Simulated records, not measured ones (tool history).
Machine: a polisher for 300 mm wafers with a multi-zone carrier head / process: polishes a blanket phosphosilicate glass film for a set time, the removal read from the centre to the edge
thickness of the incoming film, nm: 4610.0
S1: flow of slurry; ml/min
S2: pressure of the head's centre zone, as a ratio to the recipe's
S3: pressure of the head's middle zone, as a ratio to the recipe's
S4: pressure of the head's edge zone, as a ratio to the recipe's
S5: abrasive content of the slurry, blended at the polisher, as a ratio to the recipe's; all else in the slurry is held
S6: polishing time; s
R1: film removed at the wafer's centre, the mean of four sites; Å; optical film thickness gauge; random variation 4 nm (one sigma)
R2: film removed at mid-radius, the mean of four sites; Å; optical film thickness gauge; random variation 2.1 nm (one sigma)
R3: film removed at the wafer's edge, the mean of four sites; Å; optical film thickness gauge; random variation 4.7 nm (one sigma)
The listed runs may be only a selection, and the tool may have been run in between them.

run  hour   S1    S2    S3    S4    S5   S6      R1      R2      R3
  1     0  285     1     1     1     1   89  5110.9  5144.2  4890.2
  2   3.2  225     1     1     1     1   89  4969.1  4953.2  4835.4
  3     5  170     1     1     1     1   89  4585.2  4807.4  4624.7
  4    11  175  0.99  0.98  0.99  0.95   89  4514.1  4562.9  4560.8
     19.6  -- edge zone pressure recalibrated
  5  19.6  175  0.99  0.98  0.99  0.95  102  5217.5  5203.3  5260.8
  6  24.1  175  0.99  0.93  0.99  0.95  102    5057  4964.6  5363.8
  7  27.3  180  0.98  0.93  0.98   0.9  100  4909.5  4773.2  5116.3
  8  34.9  180  0.97  0.93  0.97  0.85   98    4498  4488.6  4814.5
  9    40  210  1.01   0.9  0.87   0.6   91    3362  3116.7  3189.3
 10  40.7  215  1.01   0.9  0.88   0.6   91  3374.2    3158  3132.8
 11  46.6  215  1.01   0.9  0.89   0.6   91  3373.3  3177.6  3235.2
 12    55  215  1.01   0.9   0.9   0.6   91  3417.3  3132.3  3277.2
 13  61.1  220     1  0.91  0.91   0.6   91  3421.3  3219.8  3311.8
 14  63.7  250  0.98  0.93     1  0.65   91  3638.1    3522    3734
 15  67.3  245  0.98  0.93  0.99  0.65   91  3613.7  3571.1  3672.8
 16  72.7  240  0.98  0.93  0.99  0.65   91  3663.4  3533.8  3764.7
 17  76.9  245  0.95  0.91  0.92   0.6   91  3251.4  3234.1  3352.8

Run 18 has not been measured yet. What should we expect?
 18  78.6  245  0.95  0.91  0.93  0.6  91   ?   ?   ?

R1: 3382.4 Å
R2: 3195.5 Å
R3: 3335 Å

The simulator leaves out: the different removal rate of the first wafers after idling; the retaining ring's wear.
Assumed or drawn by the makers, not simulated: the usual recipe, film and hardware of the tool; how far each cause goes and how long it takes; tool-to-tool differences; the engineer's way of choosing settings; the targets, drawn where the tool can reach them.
